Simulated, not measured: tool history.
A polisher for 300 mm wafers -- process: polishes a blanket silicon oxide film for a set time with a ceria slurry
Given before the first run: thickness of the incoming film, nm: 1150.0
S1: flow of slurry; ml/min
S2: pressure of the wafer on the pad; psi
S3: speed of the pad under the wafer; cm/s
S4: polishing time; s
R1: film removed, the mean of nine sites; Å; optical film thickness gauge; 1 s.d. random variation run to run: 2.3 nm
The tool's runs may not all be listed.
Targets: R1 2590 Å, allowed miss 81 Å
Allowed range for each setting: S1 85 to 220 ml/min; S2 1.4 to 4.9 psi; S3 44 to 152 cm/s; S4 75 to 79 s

{"run": 1, "hour": 0.0, "S1": 140, "S2": 3.1, "S3": 98, "S4": 75, "R1": 2931.3}
{"run": 2, "hour": 8.8, "S1": 135, "S2": 3, "S3": 98, "S4": 75, "R1": 2820}
{"run": 3, "hour": 10.4, "S1": 135, "S2": 3.5, "S3": 98, "S4": 75, "R1": 3294.4}
{"run": 4, "hour": 15.2, "S1": 130, "S2": 3.3, "S3": 98, "S4": 75, "R1": 3033.8}
{"run": 5, "hour": 24.2, "S1": 120, "S2": 3.2, "S3": 98, "S4": 75, "R1": 2955.7}
{"hour": 29.7, "done": "worn pad replaced by a new one"}
{"run": 6, "hour": 29.7, "S1": 95, "S2": 3.2, "S3": 98, "S4": 75, "R1": 3099.3}
{"run": 7, "hour": 32.2, "S1": 100, "S2": 3, "S3": 98, "S4": 75, "R1": 2959}
{"run": 8, "hour": 36.6, "S1": 110, "S2": 2.9, "S3": 98, "S4": 75, "R1": 2946.6}
{"run": 9, "hour": 42.8, "S1": 120, "S2": 2.7, "S3": 98, "S4": 75, "R1": 2819.2}

Which of these 5 next moves meets every target?
{"run": "A", "hour": 49.0, "S1": 135, "S2": 3, "S3": 102, "S4": 76, "R1": "?"}
{"run": "B", "hour": 49.0, "S1": 85, "S2": 3.4, "S3": 70, "S4": 77, "R1": "?"}
{"run": "C", "hour": 49.0, "S1": 140, "S2": 3.4, "S3": 84, "S4": 75, "R1": "?"}
{"run": "D", "hour": 49.0, "S1": 135, "S2": 2.3, "S3": 96, "S4": 79, "R1": "?"}
{"run": "E", "hour": 49.0, "S1": 130, "S2": 2.5, "S3": 86, "S4": 75, "R1": "?"}

move=A R1=3307
move=B R1=2390.5
move=C R1=3119
move=D R1=2518.5
move=E R1=2328.8
A: the biggest miss grows against the last run
B: moves the result that the last run missed by most past its target, out the other side
C: the biggest miss grows against the last run
D: every result lands within tolerance
E: moves the result that the last run missed by most past its target, out the other side
The right move is D.
